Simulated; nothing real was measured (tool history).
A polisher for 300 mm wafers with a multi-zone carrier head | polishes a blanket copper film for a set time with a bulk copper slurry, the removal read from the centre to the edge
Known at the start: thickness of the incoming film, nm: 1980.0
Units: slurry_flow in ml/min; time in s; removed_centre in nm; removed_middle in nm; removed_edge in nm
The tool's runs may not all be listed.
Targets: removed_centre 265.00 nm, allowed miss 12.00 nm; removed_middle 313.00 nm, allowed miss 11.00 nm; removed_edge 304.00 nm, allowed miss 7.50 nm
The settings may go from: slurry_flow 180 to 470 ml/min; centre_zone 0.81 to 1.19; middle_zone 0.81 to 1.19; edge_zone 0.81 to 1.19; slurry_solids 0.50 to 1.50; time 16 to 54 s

{"run": 1, "hour": 0.0, "slurry_flow": 300, "centre_zone": 1.0, "middle_zone": 1.0, "edge_zone": 1.0, "slurry_solids": 1.0, "time": 35, "removed_centre": 346.33, "removed_middle": 353.93, "removed_edge": 351.06}
{"run": 2, "hour": 6.5, "slurry_flow": 295, "centre_zone": 0.96, "middle_zone": 0.99, "edge_zone": 0.97, "slurry_solids": 0.95, "time": 35, "removed_centre": 327.8, "removed_middle": 340.28, "removed_edge": 343.15}
{"run": 3, "hour": 15.1, "slurry_flow": 295, "centre_zone": 0.96, "middle_zone": 0.99, "edge_zone": 0.94, "slurry_solids": 0.95, "time": 35, "removed_centre": 336.65, "removed_middle": 346.57, "removed_edge": 337.84}
{"run": 4, "hour": 22.3, "slurry_flow": 295, "centre_zone": 0.96, "middle_zone": 0.95, "edge_zone": 0.94, "slurry_solids": 0.95, "time": 35, "removed_centre": 323.28, "removed_middle": 336.97, "removed_edge": 337.79}
{"run": 5, "hour": 24.1, "slurry_flow": 290, "centre_zone": 0.92, "middle_zone": 0.95, "edge_zone": 0.91, "slurry_solids": 0.9, "time": 35, "removed_centre": 313.67, "removed_middle": 328.38, "removed_edge": 329.6}
{"run": 6, "hour": 31.3, "slurry_flow": 290, "centre_zone": 0.87, "middle_zone": 0.95, "edge_zone": 0.91, "slurry_solids": 0.9, "time": 35, "removed_centre": 304.44, "removed_middle": 325.05, "removed_edge": 329.63}
{"run": 7, "hour": 38.6, "slurry_flow": 275, "centre_zone": 0.86, "middle_zone": 0.98, "edge_zone": 0.93, "slurry_solids": 0.8, "time": 35, "removed_centre": 294.98, "removed_middle": 326.27, "removed_edge": 326.64}
{"run": 8, "hour": 47.2, "slurry_flow": 265, "centre_zone": 0.85, "middle_zone": 0.99, "edge_zone": 0.93, "slurry_solids": 0.75, "time": 35, "removed_centre": 280.32, "removed_middle": 331.0, "removed_edge": 322.5}
{"run": 9, "hour": 51.0, "slurry_flow": 260, "centre_zone": 0.84, "middle_zone": 0.98, "edge_zone": 0.91, "slurry_solids": 0.75, "time": 35, "removed_centre": 281.59, "removed_middle": 327.91, "removed_edge": 316.69}
{"run": 10, "hour": 54.3, "slurry_flow": 255, "centre_zone": 0.83, "middle_zone": 0.97, "edge_zone": 0.9, "slurry_solids": 0.75, "time": 35, "removed_centre": 276.01, "removed_middle": 325.01, "removed_edge": 318.9}
{"run": 11, "hour": 60.1, "slurry_flow": 255, "centre_zone": 0.83, "middle_zone": 0.96, "edge_zone": 0.89, "slurry_solids": 0.75, "time": 35, "removed_centre": 281.66, "removed_middle": 321.7, "removed_edge": 314.89}

Which of these 4 next moves meets every target?
{"run": "A", "hour": 65.9, "slurry_flow": 180, "centre_zone": 0.81, "middle_zone": 0.97, "edge_zone": 0.86, "slurry_solids": 0.85, "time": 36, "removed_centre": "?", "removed_middle": "?", "removed_edge": "?"}
{"run": "B", "hour": 65.9, "slurry_flow": 270, "centre_zone": 0.81, "middle_zone": 0.99, "edge_zone": 0.94, "slurry_solids": 0.65, "time": 35, "removed_centre": "?", "removed_middle": "?", "removed_edge": "?"}
{"run": "C", "hour": 65.9, "slurry_flow": 275, "centre_zone": 0.84, "middle_zone": 1.01, "edge_zone": 0.95, "slurry_solids": 0.6, "time": 34, "removed_centre": "?", "removed_middle": "?", "removed_edge": "?"}
{"run": "D", "hour": 65.9, "slurry_flow": 315, "centre_zone": 0.81, "middle_zone": 0.95, "edge_zone": 1.05, "slurry_solids": 0.5, "time": 35, "removed_centre": "?", "removed_middle": "?", "removed_edge": "?"}

move=A removed_centre=275.60 removed_middle=330.46 removed_edge=315.99
move=B removed_centre=268.99 removed_middle=326.64 removed_edge=316.63
move=C removed_centre=266.83 removed_middle=319.57 removed_edge=305.96
move=D removed_centre=263.25 removed_middle=308.42 removed_edge=325.70
A: further off than the last run
B: further off than the last run
C: meets every target
D: further off than the last run
Move C is the one to make.
